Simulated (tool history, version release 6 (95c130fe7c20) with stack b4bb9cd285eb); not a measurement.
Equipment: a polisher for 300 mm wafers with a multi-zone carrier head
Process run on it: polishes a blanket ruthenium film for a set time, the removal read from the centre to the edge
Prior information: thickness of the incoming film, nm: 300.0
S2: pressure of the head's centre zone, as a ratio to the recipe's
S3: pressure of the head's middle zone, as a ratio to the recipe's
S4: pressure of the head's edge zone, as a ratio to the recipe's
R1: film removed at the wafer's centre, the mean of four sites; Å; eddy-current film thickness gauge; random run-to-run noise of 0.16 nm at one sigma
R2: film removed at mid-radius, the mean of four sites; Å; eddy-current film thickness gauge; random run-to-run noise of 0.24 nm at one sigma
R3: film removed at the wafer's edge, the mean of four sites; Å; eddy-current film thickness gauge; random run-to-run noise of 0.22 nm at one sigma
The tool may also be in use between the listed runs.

Run 1, hour 0: flow of slurry (ml/min) 255, S2 1, S3 1, S4 1, polishing time (s) 49. Result: R1 317.22 Å, R2 324.69 Å, R3 314.65 Å.
Run 2, hour 3.9: flow of slurry (ml/min) 255, S2 1, S3 0.93, S4 1, polishing time (s) 49. Result: R1 315.63 Å, R2 305.81 Å, R3 325.05 Å.
Run 3, hour 12.4: flow of slurry (ml/min) 255, S2 1, S3 0.93, S4 0.98, polishing time (s) 47. Result: R1 299.94 Å, R2 297.27 Å, R3 304.09 Å.
Run 4, hour 13.7: flow of slurry (ml/min) 250, S2 1, S3 0.92, S4 0.96, polishing time (s) 46. Result: R1 295.31 Å, R2 278.82 Å, R3 295.01 Å.
Run 5, hour 22.1: flow of slurry (ml/min) 245, S2 0.99, S3 0.93, S4 0.94, polishing time (s) 45. Result: R1 284.37 Å, R2 278 Å, R3 287.01 Å.
Run 6, hour 29.4: flow of slurry (ml/min) 245, S2 0.99, S3 0.94, S4 0.92, polishing time (s) 44. Result: R1 277.71 Å, R2 276.71 Å, R3 270.75 Å.
Run 7, hour 36.1: flow of slurry (ml/min) 240, S2 0.98, S3 0.93, S4 0.9, polishing time (s) 43. Result: R1 272.75 Å, R2 268.03 Å, R3 269.05 Å.
Run 8, hour 45: flow of slurry (ml/min) 240, S2 0.98, S3 0.93, S4 0.89, polishing time (s) 42. Result: R1 265.33 Å, R2 260.02 Å, R3 258.88 Å.

Run 9 has not been measured yet. What should we expect?
Run 9, hour 45.8: flow of slurry (ml/min) 240, S2 0.98, S3 0.93, S4 0.89, polishing time (s) 42. Result: R1 ?, R2 ?, R3 ?.

{"run 9": {"R1": 262.8, "R2": 262.24, "R3": 256.99}}
